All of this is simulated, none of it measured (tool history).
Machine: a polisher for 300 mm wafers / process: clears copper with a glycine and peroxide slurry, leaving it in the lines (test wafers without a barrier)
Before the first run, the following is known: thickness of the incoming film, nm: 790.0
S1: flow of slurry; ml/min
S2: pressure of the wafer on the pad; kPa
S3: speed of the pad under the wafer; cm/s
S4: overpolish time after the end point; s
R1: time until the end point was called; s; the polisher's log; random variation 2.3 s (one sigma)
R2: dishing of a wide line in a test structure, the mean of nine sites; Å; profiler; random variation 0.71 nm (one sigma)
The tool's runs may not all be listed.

run 1 hour=0 | S1=240 S2=17.9 S3=90 S4=17 | R1=149.44 R2=523.5
run 2 hour=0.8 | S1=240 S2=17.9 S3=112 S4=17 | R1=123.86 R2=576.9
run 3 hour=9 | S1=240 S2=17.9 S3=96 S4=17 | R1=140.33 R2=537.35
run 4 hour=12.8 | S1=240 S2=17.9 S3=96 S4=14 | R1=136.94 R2=482.49
run 5 hour=20.2 | S1=240 S2=17.9 S3=96 S4=18 | R1=142.08 R2=562.72
-- hour=24.2 worn pad replaced by a new one
run 6 hour=24.2 | S1=240 S2=17.9 S3=78 S4=18 | R1=157.43 R2=536.85
run 7 hour=32.7 | S1=240 S2=18.6 S3=76 S4=19 | R1=155.78 R2=547.5

Run 8 is up next; what results do you expect?
run 8 hour=39.2 | S1=240 S2=19.3 S3=76 S4=20 | R1=? R2=?

{"run 8": {"R1": 156.98, "R2": 580.77}}

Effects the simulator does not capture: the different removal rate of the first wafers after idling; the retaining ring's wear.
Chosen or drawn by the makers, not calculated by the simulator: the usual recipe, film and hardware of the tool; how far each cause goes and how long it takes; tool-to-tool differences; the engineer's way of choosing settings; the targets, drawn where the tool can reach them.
